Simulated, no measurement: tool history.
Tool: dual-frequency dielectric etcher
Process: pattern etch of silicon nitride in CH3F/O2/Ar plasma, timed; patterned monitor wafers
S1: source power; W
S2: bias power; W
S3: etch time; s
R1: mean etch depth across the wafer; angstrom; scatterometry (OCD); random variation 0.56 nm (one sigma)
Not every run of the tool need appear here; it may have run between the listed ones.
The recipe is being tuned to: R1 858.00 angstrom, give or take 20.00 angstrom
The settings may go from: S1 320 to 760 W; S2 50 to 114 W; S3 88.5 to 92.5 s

run	hour	S1	S2	S3	R1
1	0.0	540	82	88.5	770.79
2	2.0	560	83	88.5	776.50
3	4.6	520	83	88.5	761.77
4	12.2	540	84	88.5	768.85
5	16.3	560	85	88.5	780.19
6	19.5	560	85	92.5	828.54
7	22.8	570	85	92.5	818.51
8	29.3	580	86	92.5	838.09
9	34.7	580	86	92.5	836.28
10	42.5	590	86	92.5	840.32
11	44.7	590	86	92.5	836.69

4 next moves are on the table. One of them brings every result within its allowed miss. Which?
A	46.9	690	91	88.5	?
B	46.9	590	78	92.0	?
C	46.9	570	86	91.5	?
D	46.9	610	76	89.5	?

move	R1
A	852.90
B	803.58
C	812.83
D	784.80
A: every result within its allowed miss
B: its largest miss is bigger than the last run's
C: its largest miss is bigger than the last run's
D: its largest miss is bigger than the last run's
Correct choice: A, which meets every target

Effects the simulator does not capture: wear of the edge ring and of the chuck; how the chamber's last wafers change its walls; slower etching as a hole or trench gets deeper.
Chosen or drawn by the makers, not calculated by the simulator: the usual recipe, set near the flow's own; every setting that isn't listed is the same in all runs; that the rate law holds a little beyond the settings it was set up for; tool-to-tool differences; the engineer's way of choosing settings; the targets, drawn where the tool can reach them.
